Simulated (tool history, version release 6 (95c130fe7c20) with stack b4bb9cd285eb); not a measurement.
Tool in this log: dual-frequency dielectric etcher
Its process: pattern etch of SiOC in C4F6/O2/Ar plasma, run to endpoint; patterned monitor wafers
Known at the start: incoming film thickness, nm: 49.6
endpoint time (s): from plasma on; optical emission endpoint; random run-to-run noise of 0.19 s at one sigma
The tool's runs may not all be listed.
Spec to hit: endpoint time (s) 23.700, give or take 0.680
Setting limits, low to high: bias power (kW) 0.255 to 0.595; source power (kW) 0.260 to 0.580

Run 1, day 0.000: bias power (kW) 0.425, source power (kW) 0.420. Result: endpoint time (s) 17.230.
Run 2, day 0.079: bias power (kW) 0.394, source power (kW) 0.420. Result: endpoint time (s) 17.603.
Run 3, day 0.138: bias power (kW) 0.394, source power (kW) 0.390. Result: endpoint time (s) 18.450.
Run 4, day 0.512: bias power (kW) 0.394, source power (kW) 0.360. Result: endpoint time (s) 19.263.
Run 5, day 0.729: bias power (kW) 0.379, source power (kW) 0.350. Result: endpoint time (s) 19.534.
Run 6, day 0.792: bias power (kW) 0.379, source power (kW) 0.290. Result: endpoint time (s) 22.101.
Run 7, day 1.029: bias power (kW) 0.372, source power (kW) 0.290. Result: endpoint time (s) 22.115.
Run 8, day 1.296: bias power (kW) 0.372, source power (kW) 0.290. Result: endpoint time (s) 22.307.
Run 9, day 1.358: bias power (kW) 0.366, source power (kW) 0.290. Result: endpoint time (s) 22.551.
Run 10, day 1.679: bias power (kW) 0.361, source power (kW) 0.290. Result: endpoint time (s) 22.586.
Run 11, day 1.842: bias power (kW) 0.356, source power (kW) 0.290. Result: endpoint time (s) 22.902.
Run 12, day 1.867: bias power (kW) 0.353, source power (kW) 0.290. Result: endpoint time (s) 22.450.
Run 13, day 2.225: bias power (kW) 0.348, source power (kW) 0.290. Result: endpoint time (s) 22.638.
Run 14, day 2.304: bias power (kW) 0.343, source power (kW) 0.290. Result: endpoint time (s) 22.658.
Run 15, day 2.438: bias power (kW) 0.338, source power (kW) 0.290. Result: endpoint time (s) 22.834.

Next run, 4 choices. One meets every target within its allowed miss, the rest don't. Which?
Run A, day 2.571: bias power (kW) 0.337, source power (kW) 0.310. Result: endpoint time (s) ?.
Run B, day 2.571: bias power (kW) 0.374, source power (kW) 0.290. Result: endpoint time (s) ?.
Run C, day 2.571: bias power (kW) 0.310, source power (kW) 0.320. Result: endpoint time (s) ?.
Run D, day 2.571: bias power (kW) 0.307, source power (kW) 0.290. Result: endpoint time (s) ?.

move  endpoint time (s)
   A             21.747
   B             22.079
   C             21.780
   D             23.253
A: misses by more than the last run did
B: misses by more than the last run did
C: misses by more than the last run did
D: in spec on every target
Answer: D
